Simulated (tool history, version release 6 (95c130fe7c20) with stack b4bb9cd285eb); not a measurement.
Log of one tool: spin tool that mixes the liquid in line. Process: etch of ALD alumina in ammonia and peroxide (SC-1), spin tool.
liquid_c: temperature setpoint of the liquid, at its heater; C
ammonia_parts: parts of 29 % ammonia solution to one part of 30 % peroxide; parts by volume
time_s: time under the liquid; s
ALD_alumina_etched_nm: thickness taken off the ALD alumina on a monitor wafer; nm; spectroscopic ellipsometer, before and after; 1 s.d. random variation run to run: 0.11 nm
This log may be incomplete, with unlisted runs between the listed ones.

run    day  liquid_c  ammonia_parts  time_s  ALD_alumina_etched_nm
  1      0        52            0.4      80                 6.5804
  2   0.15        52            0.3      80                 6.4553
  3  0.488        52            0.4      80                 6.6613
  4  0.838        52            0.3      80                 6.5203
  5   0.95        55            0.3      80                 7.5608
  6  1.017        55            0.3      80                 7.4733

Predict the results of run 7:
  7  1.062      57.5            0.3      80                      ?

Run 7 yielded ALD_alumina_etched_nm 8.5803 nm.

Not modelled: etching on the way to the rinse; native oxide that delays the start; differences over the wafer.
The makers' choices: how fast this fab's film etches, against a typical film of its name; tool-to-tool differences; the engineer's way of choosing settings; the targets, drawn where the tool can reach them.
